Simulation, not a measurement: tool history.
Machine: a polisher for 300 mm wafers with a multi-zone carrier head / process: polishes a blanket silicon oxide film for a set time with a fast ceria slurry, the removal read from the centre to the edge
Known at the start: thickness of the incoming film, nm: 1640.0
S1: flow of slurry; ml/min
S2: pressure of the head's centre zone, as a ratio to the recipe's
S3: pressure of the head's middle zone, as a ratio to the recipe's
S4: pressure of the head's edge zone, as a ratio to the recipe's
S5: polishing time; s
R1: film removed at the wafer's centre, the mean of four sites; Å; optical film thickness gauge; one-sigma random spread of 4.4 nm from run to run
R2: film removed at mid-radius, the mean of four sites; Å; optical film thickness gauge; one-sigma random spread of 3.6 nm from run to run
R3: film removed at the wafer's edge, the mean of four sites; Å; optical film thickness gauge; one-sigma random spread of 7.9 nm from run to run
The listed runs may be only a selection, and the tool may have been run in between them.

Run 1, hour 0: S1 185 ml/min, S2 1, S3 1, S4 1, S5 43 s. Result: R1 4644.6 Å, R2 4827.9 Å, R3 4964.7 Å.
Run 2, hour 2: S1 185 ml/min, S2 1, S3 1, S4 1.07, S5 43 s. Result: R1 4689.7 Å, R2 4779.7 Å, R3 5128.1 Å.
Run 3, hour 8.6: S1 185 ml/min, S2 1, S3 1, S4 1.07, S5 54 s. Result: R1 5926.7 Å, R2 6056.2 Å, R3 6308.6 Å.
Run 4, hour 11.1: S1 145 ml/min, S2 1, S3 1, S4 1.07, S5 54 s. Result: R1 5493.9 Å, R2 5691.6 Å, R3 6147.6 Å.
Run 5, hour 17: S1 150 ml/min, S2 1.03, S3 0.98, S4 1.04, S5 54 s. Result: R1 5738.3 Å, R2 5624.3 Å, R3 6035.3 Å.
Run 6, hour 26: S1 150 ml/min, S2 1.05, S3 0.97, S4 1.03, S5 54 s. Result: R1 5806.9 Å, R2 5561 Å, R3 6008.3 Å.
Run 7, hour 33.5: S1 150 ml/min, S2 1.07, S3 0.96, S4 1.02, S5 54 s. Result: R1 5896.3 Å, R2 5524.4 Å, R3 5987 Å.

Run 8 has not been measured yet. What should we expect?
Run 8, hour 40.7: S1 150 ml/min, S2 1.08, S3 0.95, S4 1.01, S5 54 s. Result: R1 ?, R2 ?, R3 ?.

{"run 8": {"R1": 5856.4, "R2": 5472.9, "R3": 5978.1}}
